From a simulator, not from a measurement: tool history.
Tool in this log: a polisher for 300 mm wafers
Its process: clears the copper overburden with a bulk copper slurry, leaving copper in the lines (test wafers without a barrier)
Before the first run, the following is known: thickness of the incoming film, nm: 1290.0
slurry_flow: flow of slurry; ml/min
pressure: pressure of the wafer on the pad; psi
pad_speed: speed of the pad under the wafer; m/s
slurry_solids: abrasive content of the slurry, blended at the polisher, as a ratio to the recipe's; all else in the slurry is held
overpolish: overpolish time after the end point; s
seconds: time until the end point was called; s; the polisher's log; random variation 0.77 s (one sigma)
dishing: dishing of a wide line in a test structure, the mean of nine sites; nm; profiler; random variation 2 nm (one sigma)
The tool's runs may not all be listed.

{"run": 1, "hour": 0.0, "slurry_flow": 210, "pressure": 3.3, "pad_speed": 1.14, "slurry_solids": 1.0, "overpolish": 26, "seconds": 121.99, "dishing": 122.85}
{"run": 2, "hour": 1.2, "slurry_flow": 265, "pressure": 3.3, "pad_speed": 1.14, "slurry_solids": 1.0, "overpolish": 26, "seconds": 120.17, "dishing": 125.61}
{"run": 3, "hour": 4.0, "slurry_flow": 265, "pressure": 3.3, "pad_speed": 1.4, "slurry_solids": 1.0, "overpolish": 26, "seconds": 99.515, "dishing": 134.81}
{"run": 4, "hour": 10.9, "slurry_flow": 265, "pressure": 2.7, "pad_speed": 1.4, "slurry_solids": 1.0, "overpolish": 26, "seconds": 122.88, "dishing": 114.22}
{"run": 5, "hour": 18.4, "slurry_flow": 265, "pressure": 2.9, "pad_speed": 1.4, "slurry_solids": 1.0, "overpolish": 29, "seconds": 113.85, "dishing": 127.73}
{"run": 6, "hour": 20.4, "slurry_flow": 265, "pressure": 3.1, "pad_speed": 1.4, "slurry_solids": 1.0, "overpolish": 31, "seconds": 106.62, "dishing": 136.14}

Expected results for the next run?
{"run": 7, "hour": 28.5, "slurry_flow": 265, "pressure": 3.2, "pad_speed": 1.4, "slurry_solids": 1.0, "overpolish": 33, "seconds": "?", "dishing": "?"}

Run 7 came out at seconds 105.300 s, dishing 141.54 nm.

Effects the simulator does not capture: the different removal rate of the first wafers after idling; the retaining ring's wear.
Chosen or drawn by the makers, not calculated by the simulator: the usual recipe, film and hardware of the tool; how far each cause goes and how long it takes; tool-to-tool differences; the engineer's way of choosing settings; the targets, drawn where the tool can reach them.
